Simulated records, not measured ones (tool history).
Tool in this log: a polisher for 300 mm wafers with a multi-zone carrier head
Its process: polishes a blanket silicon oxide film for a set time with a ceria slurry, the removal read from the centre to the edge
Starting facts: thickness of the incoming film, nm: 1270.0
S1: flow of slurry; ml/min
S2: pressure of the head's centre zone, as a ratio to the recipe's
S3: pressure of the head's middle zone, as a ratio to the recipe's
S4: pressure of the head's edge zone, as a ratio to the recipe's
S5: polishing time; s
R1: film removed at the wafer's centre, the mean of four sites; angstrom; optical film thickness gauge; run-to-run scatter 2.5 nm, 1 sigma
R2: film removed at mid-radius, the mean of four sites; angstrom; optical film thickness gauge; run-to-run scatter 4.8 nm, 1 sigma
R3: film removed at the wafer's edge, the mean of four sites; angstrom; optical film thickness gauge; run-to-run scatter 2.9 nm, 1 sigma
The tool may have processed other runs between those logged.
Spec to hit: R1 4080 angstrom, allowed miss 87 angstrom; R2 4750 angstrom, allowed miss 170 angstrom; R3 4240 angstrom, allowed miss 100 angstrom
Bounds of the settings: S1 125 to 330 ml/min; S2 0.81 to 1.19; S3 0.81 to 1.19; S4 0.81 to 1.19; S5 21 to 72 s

| run | hour | S1 | S2 | S3 | S4 | S5 | R1 | R2 | R3 |
|---|---|---|---|---|---|---|---|---|---|
| 1 | 0 | 210 | 1 | 1 | 1 | 46 | 3305.4 | 3390.1 | 3392.9 |
| 2 | 2.1 | 210 | 1 | 1 | 1.05 | 46 | 3301.1 | 3276.4 | 3434.2 |
| 3 | 3.5 | 210 | 0.97 | 1 | 1.05 | 46 | 3231.2 | 3379.4 | 3440 |
| 4 | 10.4 | 230 | 0.97 | 1.04 | 1.06 | 48 | 3428.2 | 3732.7 | 3613 |
| 5 | 16.2 | 230 | 1.05 | 1.04 | 1.06 | 48 | 3660.4 | 3690 | 3662.2 |
| 6 | 21.6 | 240 | 1.04 | 1.07 | 1.09 | 49 | 3709.1 | 3870.4 | 3756.9 |
| 7 | 27.1 | 250 | 1.03 | 1.09 | 1.11 | 50 | 3798.6 | 4013.9 | 3860.1 |
| 8 | 31.1 | 260 | 1.02 | 1.11 | 1.12 | 51 | 3844.5 | 4170.8 | 3990.4 |
| 9 | 33.1 | 270 | 1.02 | 1.13 | 1.12 | 52 | 3969 | 4390.1 | 4103.1 |
| 10 | 35.3 | 280 | 1.02 | 1.14 | 1.12 | 52 | 3937.6 | 4458.5 | 4091.7 |
| 11 | 41.3 | 285 | 1.02 | 1.15 | 1.13 | 52 | 3948.4 | 4475.4 | 4148.8 |

5 next moves are on the table. One of them brings every result within its allowed miss. Which?
| A | 47.3 | 280 | 0.95 | 1.08 | 1.19 | 52 | ? | ? | ? |
| B | 47.3 | 270 | 1.06 | 1.11 | 1.16 | 51 | ? | ? | ? |
| C | 47.3 | 255 | 1.04 | 1.19 | 1.13 | 54 | ? | ? | ? |
| D | 47.3 | 315 | 1.02 | 1.19 | 0.96 | 54 | ? | ? | ? |
| E | 47.3 | 260 | 1.03 | 1.01 | 1.18 | 53 | ? | ? | ? |

| move | R1 | R2 | R3 |
|---|---|---|---|
| A | 3732.5 | 4232.4 | 4192.6 |
| B | 3933.1 | 4230.9 | 4043.4 |
| C | 4080.9 | 4725.5 | 4198 |
| D | 4128.6 | 4835.6 | 3941.5 |
| E | 3983.6 | 4039.8 | 4231.2 |
A: the biggest miss grows against the last run
B: the biggest miss grows against the last run
C: every result within its allowed miss
D: puts the biggest miss on target and leaves a different result outside tolerance
E: the biggest miss grows against the last run
Correct choice: C, which meets every target
